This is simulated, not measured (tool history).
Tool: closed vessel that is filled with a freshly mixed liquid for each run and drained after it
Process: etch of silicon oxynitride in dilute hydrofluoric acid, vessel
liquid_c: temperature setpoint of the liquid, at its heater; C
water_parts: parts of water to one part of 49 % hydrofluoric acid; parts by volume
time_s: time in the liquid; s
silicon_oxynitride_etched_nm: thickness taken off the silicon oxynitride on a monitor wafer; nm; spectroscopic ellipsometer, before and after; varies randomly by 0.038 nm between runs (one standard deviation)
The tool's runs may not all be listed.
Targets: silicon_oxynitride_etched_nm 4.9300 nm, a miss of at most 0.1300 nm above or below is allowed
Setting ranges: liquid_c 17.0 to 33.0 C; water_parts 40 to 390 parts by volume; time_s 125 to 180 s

{"run": 1, "hour": 0.0, "liquid_c": 25.0, "water_parts": 215, "time_s": 180, "silicon_oxynitride_etched_nm": 1.976}
{"run": 2, "hour": 4.9, "liquid_c": 25.0, "water_parts": 215, "time_s": 180, "silicon_oxynitride_etched_nm": 1.9707}
{"run": 3, "hour": 6.1, "liquid_c": 25.0, "water_parts": 215, "time_s": 125, "silicon_oxynitride_etched_nm": 1.3713}
{"run": 4, "hour": 15.0, "liquid_c": 26.5, "water_parts": 180, "time_s": 125, "silicon_oxynitride_etched_nm": 1.806}
{"run": 5, "hour": 16.2, "liquid_c": 26.5, "water_parts": 225, "time_s": 125, "silicon_oxynitride_etched_nm": 1.3851}
{"run": 6, "hour": 23.6, "liquid_c": 25.5, "water_parts": 190, "time_s": 130, "silicon_oxynitride_etched_nm": 1.7017}
{"run": 7, "hour": 30.5, "liquid_c": 27.0, "water_parts": 160, "time_s": 140, "silicon_oxynitride_etched_nm": 2.3631}
{"run": 8, "hour": 37.3, "liquid_c": 28.0, "water_parts": 140, "time_s": 140, "silicon_oxynitride_etched_nm": 2.8562}
{"run": 9, "hour": 43.1, "liquid_c": 29.0, "water_parts": 130, "time_s": 140, "silicon_oxynitride_etched_nm": 3.2567}

Which one of the following 5 next-run settings gets every result inside its allowed miss? There is exactly one.
{"run": "A", "hour": 48.9, "liquid_c": 31.0, "water_parts": 130, "time_s": 180, "silicon_oxynitride_etched_nm": "?"}
{"run": "B", "hour": 48.9, "liquid_c": 29.0, "water_parts": 120, "time_s": 180, "silicon_oxynitride_etched_nm": "?"}
{"run": "C", "hour": 48.9, "liquid_c": 25.0, "water_parts": 105, "time_s": 180, "silicon_oxynitride_etched_nm": "?"}
{"run": "D", "hour": 48.9, "liquid_c": 30.5, "water_parts": 120, "time_s": 180, "silicon_oxynitride_etched_nm": "?"}
{"run": "E", "hour": 48.9, "liquid_c": 26.0, "water_parts": 85, "time_s": 135, "silicon_oxynitride_etched_nm": "?"}

move=A silicon_oxynitride_etched_nm=4.5651
move=B silicon_oxynitride_etched_nm=4.5737
move=C silicon_oxynitride_etched_nm=4.4147
move=D silicon_oxynitride_etched_nm=4.8878
move=E silicon_oxynitride_etched_nm=4.3623
A: nearer than the last run, and not there yet
B: nearer than the last run, and not there yet
C: nearer than the last run, and not there yet
D: all results land within tolerance of their targets
E: nearer than the last run, and not there yet
So the answer is move D, the one that meets all the targets.
